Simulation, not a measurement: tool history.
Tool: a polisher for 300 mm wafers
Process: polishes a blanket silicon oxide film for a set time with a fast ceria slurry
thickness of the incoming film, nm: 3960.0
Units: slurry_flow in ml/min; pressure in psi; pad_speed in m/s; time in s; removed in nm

run	hour	slurry_flow	pressure	pad_speed	time	removed
1	0	185	2.1	1.12	91	1435.5
2	0.7	175	2	1.12	91	1375.6
3	9.3	175	2	1.3	91	1589.9
4	10.7	170	1.8	1.3	91	1444.2
5	16	170	2	1.3	91	1589.5
6	18.8	170	2	1.16	91	1406.8
7	20.7	165	1.9	1.16	91	1343.3

Run 8 comes next. What will it give?
8	23.2	165	1.8	1.16	91	?

removed: 1272.8 nm
